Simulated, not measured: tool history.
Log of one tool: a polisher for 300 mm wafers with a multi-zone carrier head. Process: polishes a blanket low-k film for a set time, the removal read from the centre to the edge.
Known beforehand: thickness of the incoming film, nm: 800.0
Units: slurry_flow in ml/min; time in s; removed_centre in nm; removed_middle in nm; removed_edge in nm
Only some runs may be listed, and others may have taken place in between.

run,hour,slurry_flow,centre_zone,middle_zone,edge_zone,slurry_solids,time,removed_centre,removed_middle,removed_edge
1,0.0,135,1.00,1.00,1.00,1.00,72,29.785,31.060,30.308
2,4.7,135,1.00,1.00,0.96,1.00,72,30.316,31.001,29.435
3,10.5,130,0.98,0.98,0.96,0.95,72,28.073,29.794,28.762
4,18.3,130,0.98,0.98,0.96,1.05,72,29.211,31.138,29.368
5,26.5,155,0.98,0.98,0.96,1.05,72,30.726,32.125,30.522
6,29.6,155,0.98,1.04,0.96,1.05,72,30.198,33.500,29.960
7,35.8,150,0.97,1.01,0.95,0.95,71,28.376,31.376,28.925
8,42.3,145,0.96,0.99,0.95,0.90,70,26.931,29.362,27.814

What will run 9 give?
9,44.1,140,0.95,0.97,0.94,0.85,69,?,?,?

Run 9 yielded removed_centre 25.392 nm, removed_middle 27.902 nm, removed_edge 26.565 nm.
